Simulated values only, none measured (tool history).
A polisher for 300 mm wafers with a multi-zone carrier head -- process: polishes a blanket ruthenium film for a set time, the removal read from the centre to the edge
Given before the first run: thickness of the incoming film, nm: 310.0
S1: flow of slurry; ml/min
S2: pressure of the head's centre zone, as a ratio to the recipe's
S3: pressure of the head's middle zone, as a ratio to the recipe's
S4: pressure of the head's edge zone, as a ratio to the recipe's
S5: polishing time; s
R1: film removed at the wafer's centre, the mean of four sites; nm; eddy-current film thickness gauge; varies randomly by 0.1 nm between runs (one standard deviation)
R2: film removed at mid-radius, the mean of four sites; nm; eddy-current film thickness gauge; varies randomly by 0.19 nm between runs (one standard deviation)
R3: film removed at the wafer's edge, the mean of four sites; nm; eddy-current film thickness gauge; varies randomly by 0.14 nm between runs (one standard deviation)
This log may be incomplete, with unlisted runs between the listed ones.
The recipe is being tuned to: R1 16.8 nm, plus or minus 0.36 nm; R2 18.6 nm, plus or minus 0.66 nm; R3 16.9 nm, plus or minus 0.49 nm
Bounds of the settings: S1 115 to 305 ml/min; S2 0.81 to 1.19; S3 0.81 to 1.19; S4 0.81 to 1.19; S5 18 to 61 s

{"run": 1, "day": 0.0, "S1": 195, "S2": 1, "S3": 1, "S4": 1, "S5": 39, "R1": 32.698, "R2": 32.975, "R3": 33.055}
{"run": 2, "day": 0.071, "S1": 185, "S2": 0.99, "S3": 1, "S4": 0.96, "S5": 35, "R1": 29.529, "R2": 29.028, "R3": 28.929}
{"run": 3, "day": 0.354, "S1": 205, "S2": 0.99, "S3": 1, "S4": 0.96, "S5": 35, "R1": 29.648, "R2": 30.694, "R3": 29.523}
{"run": 4, "day": 0.725, "S1": 205, "S2": 0.99, "S3": 1.05, "S4": 0.96, "S5": 35, "R1": 29.914, "R2": 31.68, "R3": 29.217}
{"run": 5, "day": 0.821, "S1": 180, "S2": 0.99, "S3": 1.05, "S4": 0.96, "S5": 35, "R1": 29.37, "R2": 30.229, "R3": 29.275}
{"run": 6, "day": 0.946, "S1": 180, "S2": 0.99, "S3": 0.99, "S4": 0.96, "S5": 35, "R1": 29.202, "R2": 29.424, "R3": 29.001}
{"run": 7, "day": 1.221, "S1": 170, "S2": 0.97, "S3": 0.99, "S4": 0.93, "S5": 31, "R1": 25.115, "R2": 26.057, "R3": 24.819}
{"run": 8, "day": 1.533, "S1": 165, "S2": 0.95, "S3": 0.96, "S4": 0.91, "S5": 29, "R1": 23.236, "R2": 23.766, "R3": 23.103}
{"run": 9, "day": 1.7, "S1": 165, "S2": 0.93, "S3": 0.95, "S4": 0.89, "S5": 27, "R1": 21.18, "R2": 21.61, "R3": 21.425}

Consider the 4 candidate settings below. Which is the only one whose results all fall within their allowed miss of target?
{"run": "A", "day": 1.867, "S1": 180, "S2": 0.86, "S3": 1.15, "S4": 0.81, "S5": 21, "R1": "?", "R2": "?", "R3": "?"}
{"run": "B", "day": 1.867, "S1": 175, "S2": 1, "S3": 1.07, "S4": 0.81, "S5": 21, "R1": "?", "R2": "?", "R3": "?"}
{"run": "C", "day": 1.867, "S1": 165, "S2": 0.96, "S3": 1.02, "S4": 0.84, "S5": 22, "R1": "?", "R2": "?", "R3": "?"}
{"run": "D", "day": 1.867, "S1": 185, "S2": 0.92, "S3": 1.05, "S4": 0.87, "S5": 21, "R1": "?", "R2": "?", "R3": "?"}

move=A R1=15.789 R2=19.584 R3=16.132
move=B R1=17.561 R2=18.334 R3=16.107
move=C R1=17.687 R2=18.304 R3=17.062
move=D R1=16.634 R2=18.172 R3=16.716
A: takes the result that was furthest off past its target
B: nearer the targets than the last run, but a result is still out of spec
C: nearer the targets than the last run, but a result is still out of spec
D: all results land within tolerance of their targets
Move D is the one to make.

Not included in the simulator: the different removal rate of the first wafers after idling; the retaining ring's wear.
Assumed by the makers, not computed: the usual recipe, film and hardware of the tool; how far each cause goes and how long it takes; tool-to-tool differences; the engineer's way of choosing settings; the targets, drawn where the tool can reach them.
